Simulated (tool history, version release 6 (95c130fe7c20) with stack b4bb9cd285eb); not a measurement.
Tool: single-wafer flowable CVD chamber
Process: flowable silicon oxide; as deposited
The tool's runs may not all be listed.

run,hour,heater temperature setpoint (°C),chamber pressure (mTorr),RF power (W),deposition time (s),mean film thickness on the monitor wafer (Å)
1,0,95,853,2365,687,6163.2
2,0.6,98,852,2365,687,5606.7
3,5.8,98,852,2685,687,5670.1
4,7.6,101,851,2685,687,5120.6
5,15.3,101,851,2685,652,4895.4
6,23.4,103,851,2685,652,4550.9

Run 7 comes next. What will it give?
7,29.8,104,851,2685,652,?

Run 7 gave mean film thickness on the monitor wafer (Å) 4386.3.
